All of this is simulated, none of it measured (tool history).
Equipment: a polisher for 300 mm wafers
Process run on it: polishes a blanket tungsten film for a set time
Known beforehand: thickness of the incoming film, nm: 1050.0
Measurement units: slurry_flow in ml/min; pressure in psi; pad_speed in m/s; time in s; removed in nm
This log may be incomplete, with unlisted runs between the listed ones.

run,hour,slurry_flow,pressure,pad_speed,slurry_solids,time,removed
1,0,185,3.6,1.08,1,43,221.99
2,2.2,185,3,1.08,1,43,187.83
3,8.1,185,3.3,1.08,1,43,202.61
4,9,185,3.3,1.08,1,38,178.34
5,11,185,3.6,1.08,1,38,190.14
6,19.6,185,3.6,1.08,0.85,38,190.96

Run 7, settings as shown, results not yet in. Your forecast:
7,28,185,3.9,1.08,0.85,38,?

removed: 206.09 nm

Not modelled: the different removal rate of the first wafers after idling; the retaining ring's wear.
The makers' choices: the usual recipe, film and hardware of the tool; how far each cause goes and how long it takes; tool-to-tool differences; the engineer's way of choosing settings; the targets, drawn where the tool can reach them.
